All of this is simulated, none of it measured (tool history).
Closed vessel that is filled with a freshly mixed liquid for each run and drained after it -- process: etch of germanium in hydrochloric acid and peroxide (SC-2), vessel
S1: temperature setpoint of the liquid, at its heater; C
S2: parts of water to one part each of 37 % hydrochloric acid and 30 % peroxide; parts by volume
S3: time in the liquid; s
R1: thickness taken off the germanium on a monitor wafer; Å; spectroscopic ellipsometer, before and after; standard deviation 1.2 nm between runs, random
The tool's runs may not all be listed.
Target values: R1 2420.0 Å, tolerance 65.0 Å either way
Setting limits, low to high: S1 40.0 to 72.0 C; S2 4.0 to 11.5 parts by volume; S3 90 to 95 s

run,day,S1,S2,S3,R1
1,0.000,56.0,6.5,90,1676.0
2,0.071,61.0,6.5,90,1941.1
3,0.321,64.0,6.5,90,2115.3
4,0.558,64.0,7.5,90,2093.1
5,0.850,59.0,7.5,90,1808.1
6,1.079,55.5,7.5,90,1618.7
7,1.275,57.5,7.5,90,1734.4
8,1.571,65.5,7.0,90,2181.4
9,1.796,66.0,7.0,90,2229.0
10,1.975,66.5,7.0,90,2256.8
11,2.312,67.0,7.0,90,2318.3

5 next moves are on the table. One of them brings every result within its allowed miss. Which?
A,2.650,64.5,5.5,90,?
B,2.650,64.5,5.5,95,?
C,2.650,67.0,8.0,95,?
D,2.650,66.0,6.5,90,?
E,2.650,66.5,6.0,90,?

move,R1
A,2167.7
B,2288.2
C,2399.2
D,2243.8
E,2287.2
A: moves away from the targets compared with the last run
B: moves away from the targets compared with the last run
C: each result inside its tolerance
D: moves away from the targets compared with the last run
E: moves away from the targets compared with the last run
Correct choice: C, which meets every target
